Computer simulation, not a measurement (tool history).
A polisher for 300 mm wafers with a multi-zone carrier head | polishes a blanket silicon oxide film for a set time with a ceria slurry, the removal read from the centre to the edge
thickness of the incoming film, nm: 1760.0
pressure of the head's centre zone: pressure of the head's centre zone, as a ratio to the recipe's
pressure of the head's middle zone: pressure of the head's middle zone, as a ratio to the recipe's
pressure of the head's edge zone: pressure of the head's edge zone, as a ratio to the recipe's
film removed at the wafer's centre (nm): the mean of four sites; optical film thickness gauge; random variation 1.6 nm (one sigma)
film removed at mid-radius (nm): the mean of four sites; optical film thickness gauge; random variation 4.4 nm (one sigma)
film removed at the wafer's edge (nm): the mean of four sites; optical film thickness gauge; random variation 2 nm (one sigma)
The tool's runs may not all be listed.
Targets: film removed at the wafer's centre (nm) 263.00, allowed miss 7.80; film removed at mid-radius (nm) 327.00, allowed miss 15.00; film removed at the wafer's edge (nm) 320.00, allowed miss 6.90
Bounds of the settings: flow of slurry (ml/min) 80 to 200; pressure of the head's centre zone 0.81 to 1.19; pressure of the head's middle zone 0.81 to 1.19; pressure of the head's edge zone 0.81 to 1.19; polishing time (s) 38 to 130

run	hour	flow of slurry (ml/min)	pressure of the head's centre zone	pressure of the head's middle zone	pressure of the head's edge zone	polishing time (s)	film removed at the wafer's centre (nm)	film removed at mid-radius (nm)	film removed at the wafer's edge (nm)
1	0.0	130	1.00	1.00	1.00	84	485.69	452.51	470.96
2	3.6	130	1.00	1.00	1.06	84	475.87	469.25	486.32
3	8.9	125	0.98	1.01	1.05	81	446.91	443.10	458.60
4	14.4	120	0.96	1.02	1.05	79	425.02	432.31	453.09
5	23.5	115	0.94	1.04	1.04	76	395.58	418.83	424.23
6	32.2	110	0.93	1.05	1.04	74	377.82	400.97	407.14
7	40.8	105	0.92	1.06	1.04	72	357.24	402.74	393.23
8	44.0	100	0.91	1.06	1.04	71	338.24	382.14	384.79
9	46.4	100	0.90	1.06	1.03	70	336.91	374.58	379.82
10	50.5	100	0.89	1.07	1.03	69	328.89	367.16	374.45
11	59.1	100	0.88	1.08	1.03	68	316.90	360.49	369.79
12	61.9	100	0.87	1.09	1.02	67	310.57	371.08	360.66
13	70.5	100	0.86	1.09	1.01	66	299.51	357.61	352.37
14	78.2	100	0.85	1.09	1.00	66	296.35	362.25	353.93
15	79.8	100	0.85	1.09	0.99	66	296.46	357.78	352.57
16	82.1	100	0.85	1.09	0.98	66	295.22	359.94	349.39
17	88.8	80	0.81	1.05	0.92	62	242.41	305.59	302.11
18	97.0	85	0.81	1.05	0.92	62	248.56	309.53	307.00

5 next moves are on the table. One of them brings every result within its allowed miss. Which?
A	105.2	90	0.88	1.19	0.88	60	?	?	?
B	105.2	85	0.84	1.09	0.97	63	?	?	?
C	105.2	80	0.96	1.08	1.02	57	?	?	?
D	105.2	100	0.82	1.08	0.91	60	?	?	?
E	105.2	85	0.86	1.12	0.91	62	?	?	?

move	film removed at the wafer's centre (nm)	film removed at mid-radius (nm)	film removed at the wafer's edge (nm)
A	269.68	343.22	294.20
B	264.12	333.08	319.50
C	266.63	292.92	292.09
D	260.56	332.01	305.65
E	266.21	333.84	305.08
A: further off than the last run
B: meets every target
C: further off than the last run
D: further off than the last run
E: further off than the last run
Move B is the one to make.
